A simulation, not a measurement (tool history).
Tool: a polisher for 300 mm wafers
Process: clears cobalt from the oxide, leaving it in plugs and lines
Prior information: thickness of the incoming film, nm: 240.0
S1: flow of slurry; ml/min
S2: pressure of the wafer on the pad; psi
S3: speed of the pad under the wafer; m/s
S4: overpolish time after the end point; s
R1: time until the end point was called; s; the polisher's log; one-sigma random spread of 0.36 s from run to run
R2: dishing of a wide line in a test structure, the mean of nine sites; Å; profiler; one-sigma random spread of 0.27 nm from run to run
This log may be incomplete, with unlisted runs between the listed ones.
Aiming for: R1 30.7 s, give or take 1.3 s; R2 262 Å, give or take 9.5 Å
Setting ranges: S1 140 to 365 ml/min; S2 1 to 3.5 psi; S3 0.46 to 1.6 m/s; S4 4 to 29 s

{"run": 1, "hour": 0.0, "S1": 235, "S2": 2.2, "S3": 1.02, "S4": 15, "R1": 43.463, "R2": 549.93}
{"run": 2, "hour": 2.3, "S1": 235, "S2": 1.9, "S3": 1.02, "S4": 15, "R1": 49.564, "R2": 498.84}
{"run": 3, "hour": 8.5, "S1": 235, "S2": 1.9, "S3": 1.02, "S4": 20, "R1": 49.75, "R2": 596.91}
{"run": 4, "hour": 12.7, "S1": 245, "S2": 1.6, "S3": 1.2, "S4": 15, "R1": 51.16, "R2": 500.72}
{"run": 5, "hour": 13.8, "S1": 245, "S2": 1.6, "S3": 1.34, "S4": 15, "R1": 45.374, "R2": 539.51}
{"run": 6, "hour": 16.4, "S1": 245, "S2": 1.6, "S3": 1.34, "S4": 21, "R1": 45.103, "R2": 649.82}
{"run": 7, "hour": 25.1, "S1": 215, "S2": 1.6, "S3": 1.38, "S4": 16, "R1": 44.861, "R2": 578.63}
{"run": 8, "hour": 28.0, "S1": 260, "S2": 2.1, "S3": 1.1, "S4": 12, "R1": 41.166, "R2": 485.97}
{"run": 9, "hour": 33.2, "S1": 290, "S2": 2.4, "S3": 0.9, "S4": 10, "R1": 43.449, "R2": 412.2}
{"run": 10, "hour": 39.0, "S1": 315, "S2": 2.7, "S3": 0.76, "S4": 8, "R1": 45.271, "R2": 334.02}
{"run": 11, "hour": 47.5, "S1": 330, "S2": 2.9, "S3": 0.74, "S4": 7, "R1": 43.683, "R2": 314.52}
{"run": 12, "hour": 53.2, "S1": 340, "S2": 3.1, "S3": 0.74, "S4": 6, "R1": 41.081, "R2": 291.02}
{"run": 13, "hour": 56.6, "S1": 350, "S2": 3.2, "S3": 0.78, "S4": 5, "R1": 37.126, "R2": 267.19}
{"run": 14, "hour": 61.5, "S1": 355, "S2": 3.3, "S3": 0.8, "S4": 5, "R1": 35.606, "R2": 280.75}
{"run": 15, "hour": 70.0, "S1": 360, "S2": 3.4, "S3": 0.82, "S4": 5, "R1": 33.099, "R2": 292.51}
{"run": 16, "hour": 76.5, "S1": 365, "S2": 3.5, "S3": 0.82, "S4": 4, "R1": 33.226, "R2": 250.59}

Next run, 5 choices. One meets every target within its allowed miss, the rest don't. Which?
{"run": "A", "hour": 83.0, "S1": 345, "S2": 3.4, "S3": 0.82, "S4": 4, "R1": "?", "R2": "?"}
{"run": "B", "hour": 83.0, "S1": 335, "S2": 3.5, "S3": 0.78, "S4": 4, "R1": "?", "R2": "?"}
{"run": "C", "hour": 83.0, "S1": 355, "S2": 3.2, "S3": 0.94, "S4": 4, "R1": "?", "R2": "?"}
{"run": "D", "hour": 83.0, "S1": 365, "S2": 3.5, "S3": 0.78, "S4": 5, "R1": "?", "R2": "?"}
{"run": "E", "hour": 83.0, "S1": 365, "S2": 2.9, "S3": 0.86, "S4": 4, "R1": "?", "R2": "?"}

move=A R1=34.052 R2=242
move=B R1=34.814 R2=237.43
move=C R1=31.6 R2=258
move=D R1=34.575 R2=288.69
move=E R1=37.835 R2=220.86
A: misses by more than the last run did
B: misses by more than the last run did
C: each result inside its tolerance
D: misses by more than the last run did
E: misses by more than the last run did
Go with C: it meets all targets.
